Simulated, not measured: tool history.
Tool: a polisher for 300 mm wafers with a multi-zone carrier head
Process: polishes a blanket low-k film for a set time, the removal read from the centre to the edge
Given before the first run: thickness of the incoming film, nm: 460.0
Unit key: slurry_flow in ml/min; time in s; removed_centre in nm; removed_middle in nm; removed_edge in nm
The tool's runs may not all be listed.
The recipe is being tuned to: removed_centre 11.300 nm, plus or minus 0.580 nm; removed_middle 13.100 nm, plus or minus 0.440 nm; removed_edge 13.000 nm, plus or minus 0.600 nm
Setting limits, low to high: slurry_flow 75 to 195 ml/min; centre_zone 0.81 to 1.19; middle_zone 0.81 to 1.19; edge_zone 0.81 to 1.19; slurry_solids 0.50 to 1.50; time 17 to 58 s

run  hour  slurry_flow  centre_zone  middle_zone  edge_zone  slurry_solids  time  removed_centre  removed_middle  removed_edge
  1   0.0          125         1.00         1.00       1.00           1.00    37          16.561          16.620        16.424
  2   5.7          115         0.95         0.99       0.97           0.90    37          14.584          15.551        15.291
  3  12.9          110         0.92         0.97       0.95           0.85    37          13.238          14.631        14.561
  4  15.8          110         0.92         0.93       0.95           0.85    37          13.678          13.753        14.596
  5  19.6          105         0.90         0.94       0.92           0.80    37          12.182          13.472        13.943
  6  23.8          105         0.90         1.02       0.92           0.80    37          12.246          14.350        13.413
  7  31.3           80         0.88         0.97       0.91           0.75    37          11.064          12.302        12.665
  8  32.0           85         0.88         0.97       0.91           0.75    37          10.768          12.445        12.727

5 candidate next runs follow, results not yet known. Just one meets every target within its allowed miss. Identify it.
  A  32.7           75         0.91         0.89       0.94           0.80    42               ?               ?             ?
  B  32.7          100         0.87         0.91       0.92           0.85    34               ?               ?             ?
  C  32.7           80         0.90         1.00       0.97           0.65    38               ?               ?             ?
  D  32.7           90         0.83         0.97       0.94           0.60    42               ?               ?             ?
  E  32.7          100         0.86         0.96       0.90           0.60    43               ?               ?             ?

move  removed_centre  removed_middle  removed_edge
   A          12.866          13.321        14.659
   B          11.408          12.411        12.884
   C          10.322          11.860        11.908
   D          10.348          12.507        12.540
   E          11.358          13.068        12.834
A: the worst result of the last run now meets its target, but another is out of spec
B: misses by more than the last run did
C: misses by more than the last run did
D: misses by more than the last run did
E: every result lands within tolerance
The right move is E.
